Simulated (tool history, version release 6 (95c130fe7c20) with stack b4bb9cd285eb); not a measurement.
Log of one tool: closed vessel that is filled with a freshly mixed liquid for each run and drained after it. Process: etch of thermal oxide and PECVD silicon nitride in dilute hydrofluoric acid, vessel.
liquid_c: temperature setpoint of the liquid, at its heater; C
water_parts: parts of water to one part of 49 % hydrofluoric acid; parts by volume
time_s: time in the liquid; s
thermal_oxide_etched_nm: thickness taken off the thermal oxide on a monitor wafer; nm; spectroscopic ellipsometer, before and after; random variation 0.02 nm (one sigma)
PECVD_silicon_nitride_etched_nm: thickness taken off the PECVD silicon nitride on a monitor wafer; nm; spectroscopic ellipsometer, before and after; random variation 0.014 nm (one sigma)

| run | hour | liquid_c | water_parts | time_s | thermal_oxide_etched_nm | PECVD_silicon_nitride_etched_nm |
|---|---|---|---|---|---|---|
| 1 | 0.0 | 23.0 | 45 | 95 | 10.0450 | 4.4244 |
| 2 | 8.6 | 22.5 | 50 | 95 | 8.8375 | 3.8955 |
| 3 | 9.9 | 22.0 | 55 | 95 | 7.7615 | 3.4356 |
| 4 | 12.7 | 21.5 | 55 | 95 | 7.6432 | 3.3122 |
| 5 | 19.3 | 21.0 | 55 | 95 | 7.4389 | 3.2349 |
| 6 | 27.5 | 20.5 | 55 | 95 | 7.4156 | 3.1219 |
| 7 | 28.4 | 20.0 | 55 | 95 | 7.1587 | 3.0365 |

Run 8 comes next. What will it give?
| 8 | 34.6 | 19.5 | 55 | 95 | ? | ? |

{"run 8": {"thermal_oxide_etched_nm": 6.9958, "PECVD_silicon_nitride_etched_nm": 2.8941}}
